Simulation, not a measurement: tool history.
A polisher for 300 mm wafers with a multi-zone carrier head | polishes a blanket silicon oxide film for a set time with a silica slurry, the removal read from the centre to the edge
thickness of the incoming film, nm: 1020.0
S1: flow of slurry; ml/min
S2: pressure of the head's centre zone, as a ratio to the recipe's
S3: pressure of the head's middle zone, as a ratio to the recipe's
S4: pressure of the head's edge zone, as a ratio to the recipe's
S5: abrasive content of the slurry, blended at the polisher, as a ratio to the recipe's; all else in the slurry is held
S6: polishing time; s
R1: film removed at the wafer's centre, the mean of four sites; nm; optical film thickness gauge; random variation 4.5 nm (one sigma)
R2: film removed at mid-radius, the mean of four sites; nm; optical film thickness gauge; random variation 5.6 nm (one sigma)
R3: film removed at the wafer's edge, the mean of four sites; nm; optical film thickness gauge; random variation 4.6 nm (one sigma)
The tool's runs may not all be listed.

run	day	S1	S2	S3	S4	S5	S6	R1	R2	R3
1	0	150	1	1	1	1	72	285.26	299.44	286.85
2	0.217	135	1	1	1	1	72	275.99	290.75	280.93
3	0.483	140	1.02	1.01	1.01	1.05	72	297.48	301.47	290.8
4	0.583	140	1.02	1.01	1.01	0.9	72	275.44	285.19	279.46
5	0.629	145	1.03	1.03	1.03	0.95	72	284.33	298.05	285.82
6	0.833	145	1.03	1.03	1.03	0.85	72	273.21	286.59	271.32
7	1.033	150	1.04	1.04	1.04	0.9	72	281.96	292.73	284.18
8	1.371	190	1.14	1.14	0.94	1.15	77	391.23	391.09	319.2
9	1.721	190	1.14	1.14	0.96	1.2	77	400.25	404.46	337.08
10	1.833	190	1.15	1.14	0.97	1.2	77	405.45	408.61	338.66
11	2.083	190	1.15	1.14	0.98	1.2	77	401.68	403.24	340.87
12	2.212	200	1.17	1.13	1	1.3	78	431.24	421.01	355.4
13	2.517	200	1.17	1.13	1.01	1.3	78	422.39	415.34	367.57
14	2.842	205	1.18	1.13	1	1.4	79	459.26	442.86	376.3

The next listed run, before its measurement:
15	2.942	205	1.18	1.13	1.01	1.4	79	?	?	?

R1: 450.68 nm
R2: 441.32 nm
R3: 376.63 nm
